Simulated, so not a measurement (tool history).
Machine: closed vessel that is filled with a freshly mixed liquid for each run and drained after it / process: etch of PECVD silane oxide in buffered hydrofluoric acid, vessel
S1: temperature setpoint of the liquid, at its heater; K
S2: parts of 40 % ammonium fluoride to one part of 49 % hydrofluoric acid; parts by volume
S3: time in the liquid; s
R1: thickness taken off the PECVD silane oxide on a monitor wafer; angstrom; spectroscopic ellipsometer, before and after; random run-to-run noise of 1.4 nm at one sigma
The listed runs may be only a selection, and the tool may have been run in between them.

{"run": 1, "hour": 0.0, "S1": 297.15, "S2": 13.5, "S3": 100, "R1": 2911.7}
{"run": 2, "hour": 1.4, "S1": 294.65, "S2": 14.5, "S3": 100, "R1": 2345.7}
{"run": 3, "hour": 9.9, "S1": 294.65, "S2": 14.5, "S3": 105, "R1": 2453.5}
{"run": 4, "hour": 13.9, "S1": 294.65, "S2": 12.5, "S3": 105, "R1": 2869.7}
{"run": 5, "hour": 16.3, "S1": 293.15, "S2": 14.0, "S3": 105, "R1": 2357.2}
{"run": 6, "hour": 19.8, "S1": 292.15, "S2": 15.0, "S3": 105, "R1": 2066.6}
{"run": 7, "hour": 28.3, "S1": 291.65, "S2": 15.5, "S3": 105, "R1": 1927.9}

For run 8, what comes out?
{"run": 8, "hour": 33.9, "S1": 291.15, "S2": 16.0, "S3": 105, "R1": "?"}

R1: 1837.9 angstrom

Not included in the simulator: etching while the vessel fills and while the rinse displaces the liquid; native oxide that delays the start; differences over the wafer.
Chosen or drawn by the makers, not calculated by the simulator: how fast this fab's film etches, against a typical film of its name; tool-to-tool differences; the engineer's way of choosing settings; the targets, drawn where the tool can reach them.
